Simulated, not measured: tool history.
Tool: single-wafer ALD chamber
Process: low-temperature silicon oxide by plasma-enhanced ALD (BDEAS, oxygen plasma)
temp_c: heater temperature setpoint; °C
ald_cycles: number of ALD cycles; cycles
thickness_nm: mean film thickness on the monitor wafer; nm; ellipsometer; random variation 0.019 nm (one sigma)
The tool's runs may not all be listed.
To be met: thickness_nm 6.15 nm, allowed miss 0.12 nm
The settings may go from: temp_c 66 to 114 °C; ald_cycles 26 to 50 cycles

Run 1, hour 0: temp_c 90 °C, ald_cycles 38 cycles. Result: thickness_nm 5.3293 nm.
Run 2, hour 3.8: temp_c 97 °C, ald_cycles 38 cycles. Result: thickness_nm 5.2257 nm.
Run 3, hour 12.7: temp_c 95 °C, ald_cycles 39 cycles. Result: thickness_nm 5.3999 nm.
Run 4, hour 21.2: temp_c 93 °C, ald_cycles 40 cycles. Result: thickness_nm 5.5512 nm.
Run 5, hour 30.1: temp_c 97 °C, ald_cycles 40 cycles. Result: thickness_nm 5.501 nm.
Run 6, hour 32.1: temp_c 95 °C, ald_cycles 40 cycles. Result: thickness_nm 5.5189 nm.
Run 7, hour 37.4: temp_c 93 °C, ald_cycles 40 cycles. Result: thickness_nm 5.5728 nm.
Run 8, hour 43: temp_c 91 °C, ald_cycles 40 cycles. Result: thickness_nm 5.5787 nm.

4 next moves are on the table. One of them brings every result within its allowed miss. Which?
Run A, hour 48.6: temp_c 92 °C, ald_cycles 46 cycles. Result: thickness_nm ?.
Run B, hour 48.6: temp_c 103 °C, ald_cycles 48 cycles. Result: thickness_nm ?.
Run C, hour 48.6: temp_c 91 °C, ald_cycles 34 cycles. Result: thickness_nm ?.
Run D, hour 48.6: temp_c 90 °C, ald_cycles 44 cycles. Result: thickness_nm ?.

move  thickness_nm
   A        6.4051
   B        6.4736
   C        4.7488
   D        6.1644
A: takes the result that was furthest off past its target
B: takes the result that was furthest off past its target
C: further off than the last run
D: meets every target
The right move is D.
